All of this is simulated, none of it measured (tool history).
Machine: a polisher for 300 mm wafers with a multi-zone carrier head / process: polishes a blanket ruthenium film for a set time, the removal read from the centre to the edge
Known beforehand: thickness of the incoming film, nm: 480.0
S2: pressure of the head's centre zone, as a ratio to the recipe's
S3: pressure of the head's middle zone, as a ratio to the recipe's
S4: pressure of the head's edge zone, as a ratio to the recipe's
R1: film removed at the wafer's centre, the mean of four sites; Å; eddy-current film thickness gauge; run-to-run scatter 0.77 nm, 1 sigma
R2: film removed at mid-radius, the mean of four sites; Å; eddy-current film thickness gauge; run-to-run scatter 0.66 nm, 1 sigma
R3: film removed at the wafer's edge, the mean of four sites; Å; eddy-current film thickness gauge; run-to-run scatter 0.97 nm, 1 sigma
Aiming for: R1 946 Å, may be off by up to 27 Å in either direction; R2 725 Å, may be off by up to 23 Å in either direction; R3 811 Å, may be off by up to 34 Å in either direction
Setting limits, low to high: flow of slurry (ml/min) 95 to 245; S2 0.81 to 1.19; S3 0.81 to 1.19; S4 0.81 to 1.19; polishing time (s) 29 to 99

Run 1, hour 0: flow of slurry (ml/min) 155, S2 1, S3 1, S4 1, polishing time (s) 64. Result: R1 668.21 Å, R2 657.11 Å, R3 674.13 Å.
Run 2, hour 3.8: flow of slurry (ml/min) 165, S2 1.03, S3 0.99, S4 1.02, polishing time (s) 65. Result: R1 696.29 Å, R2 654.88 Å, R3 669.39 Å.
Run 3, hour 4.5: flow of slurry (ml/min) 165, S2 1.03, S3 0.99, S4 1.07, polishing time (s) 65. Result: R1 694.87 Å, R2 657.59 Å, R3 712.46 Å.
Run 4, hour 12.8: flow of slurry (ml/min) 165, S2 1.03, S3 0.99, S4 1.07, polishing time (s) 75. Result: R1 815.58 Å, R2 754.07 Å, R3 800.35 Å.
Run 5, hour 18.7: flow of slurry (ml/min) 185, S2 1.03, S3 0.99, S4 1.07, polishing time (s) 75. Result: R1 826.72 Å, R2 776.09 Å, R3 809.46 Å.
Run 6, hour 20.6: flow of slurry (ml/min) 185, S2 1.05, S3 0.98, S4 1.08, polishing time (s) 75. Result: R1 826.33 Å, R2 774.08 Å, R3 813.04 Å.
Run 7, hour 24.1: flow of slurry (ml/min) 185, S2 1.05, S3 0.98, S4 1.08, polishing time (s) 75. Result: R1 846.22 Å, R2 764.95 Å, R3 826.79 Å.
Run 8, hour 31.2: flow of slurry (ml/min) 185, S2 1.07, S3 0.97, S4 1.07, polishing time (s) 75. Result: R1 854.63 Å, R2 753.11 Å, R3 811.77 Å.
Run 9, hour 36.2: flow of slurry (ml/min) 185, S2 1.09, S3 0.97, S4 1.07, polishing time (s) 75. Result: R1 862.64 Å, R2 752.95 Å, R3 809.8 Å.
Run 10, hour 39.7: flow of slurry (ml/min) 185, S2 1.11, S3 0.96, S4 1.07, polishing time (s) 75. Result: R1 883.84 Å, R2 761.1 Å, R3 830.64 Å.
Run 11, hour 47.6: flow of slurry (ml/min) 185, S2 1.12, S3 0.95, S4 1.06, polishing time (s) 75. Result: R1 901.6 Å, R2 747.74 Å, R3 802.56 Å.
Run 12, hour 53.4: flow of slurry (ml/min) 185, S2 1.12, S3 0.95, S4 1.06, polishing time (s) 75. Result: R1 910.83 Å, R2 747.64 Å, R3 814.6 Å.
Run 13, hour 59.5: flow of slurry (ml/min) 185, S2 1.13, S3 0.95, S4 1.06, polishing time (s) 75. Result: R1 905.81 Å, R2 754.58 Å, R3 818.09 Å.
Run 14, hour 66.5: flow of slurry (ml/min) 185, S2 1.14, S3 0.94, S4 1.06, polishing time (s) 75. Result: R1 915.49 Å, R2 748.4 Å, R3 799.47 Å.

4 next moves are on the table. One of them brings every result within its allowed miss. Which?
Run A, hour 73.5: flow of slurry (ml/min) 180, S2 1.19, S3 0.93, S4 0.89, polishing time (s) 74. Result: R1 ?, R2 ?, R3 ?.
Run B, hour 73.5: flow of slurry (ml/min) 165, S2 1.15, S3 1, S4 1.01, polishing time (s) 78. Result: R1 ?, R2 ?, R3 ?.
Run C, hour 73.5: flow of slurry (ml/min) 240, S2 1.15, S3 0.88, S4 1.02, polishing time (s) 74. Result: R1 ?, R2 ?, R3 ?.
Run D, hour 73.5: flow of slurry (ml/min) 165, S2 1.15, S3 0.94, S4 0.99, polishing time (s) 74. Result: R1 ?, R2 ?, R3 ?.

move      R1      R2      R3
   A  930.17  728.77  733.11
   B  934.06  801.97   811.7
   C  936.52  725.36  804.19
   D  885.81  725.35  763.23
A: puts the biggest miss on target and leaves a different result outside tolerance
B: puts the biggest miss on target and leaves a different result outside tolerance
C: in spec on every target
D: misses by more than the last run did
Go with C: it meets all targets.
